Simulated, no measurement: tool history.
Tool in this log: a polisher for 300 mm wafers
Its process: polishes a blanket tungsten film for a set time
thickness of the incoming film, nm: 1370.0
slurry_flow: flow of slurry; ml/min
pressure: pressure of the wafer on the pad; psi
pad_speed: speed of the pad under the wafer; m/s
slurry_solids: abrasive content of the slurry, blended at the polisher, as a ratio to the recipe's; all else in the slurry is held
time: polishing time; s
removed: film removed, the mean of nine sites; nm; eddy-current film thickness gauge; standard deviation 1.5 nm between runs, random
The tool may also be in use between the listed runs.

run  hour  slurry_flow  pressure  pad_speed  slurry_solids  time  removed
  1     0          235       3.7       0.98              1    50   204.27
  2   5.7          235       3.4       0.98              1    50   185.06
  3  10.7          235       3.4       0.98            0.9    50   182.87
  4  15.8          235       3.4       0.98            0.9    53   192.65
  5  23.5          235       3.2       0.98            0.9    53   182.47
  6  28.1          235       3.2       0.98            0.8    53   179.48

What does the tool deliver on the next run?
  7  29.8          235         3       0.98            0.8    53        ?

Run 7 came out at removed 167.34 nm.
